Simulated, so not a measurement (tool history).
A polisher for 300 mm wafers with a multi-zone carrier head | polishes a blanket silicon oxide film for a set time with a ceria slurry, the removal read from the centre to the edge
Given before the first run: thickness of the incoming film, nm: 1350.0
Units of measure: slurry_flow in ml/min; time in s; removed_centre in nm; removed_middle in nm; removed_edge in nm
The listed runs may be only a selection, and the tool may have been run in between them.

run 1 day=0 | slurry_flow=200 centre_zone=1 middle_zone=1 edge_zone=1 time=66 | removed_centre=341.82 removed_middle=358.7 removed_edge=350.32
run 2 day=0.229 | slurry_flow=200 centre_zone=1 middle_zone=1 edge_zone=1 time=76 | removed_centre=394.29 removed_middle=419.14 removed_edge=397.35
run 3 day=0.35 | slurry_flow=190 centre_zone=0.97 middle_zone=0.98 edge_zone=1 time=72 | removed_centre=362.14 removed_middle=383.51 removed_edge=373.22
run 4 day=0.467 | slurry_flow=190 centre_zone=0.97 middle_zone=0.95 edge_zone=1 time=72 | removed_centre=359.73 removed_middle=384.19 removed_edge=381.94
run 5 day=0.6 | slurry_flow=190 centre_zone=0.97 middle_zone=0.95 edge_zone=1.04 time=72 | removed_centre=367.5 removed_middle=372.13 removed_edge=389.36
run 6 day=0.754 | slurry_flow=190 centre_zone=0.97 middle_zone=0.91 edge_zone=1.04 time=72 | removed_centre=358.35 removed_middle=365.12 removed_edge=388.82

Forecast run 7:
run 7 day=0.908 | slurry_flow=185 centre_zone=0.94 middle_zone=0.9 edge_zone=1.03 time=68 | removed_centre=? removed_middle=? removed_edge=?

Run 7 measured removed_centre 331.59 nm, removed_middle 343.83 nm, removed_edge 357.3 nm.
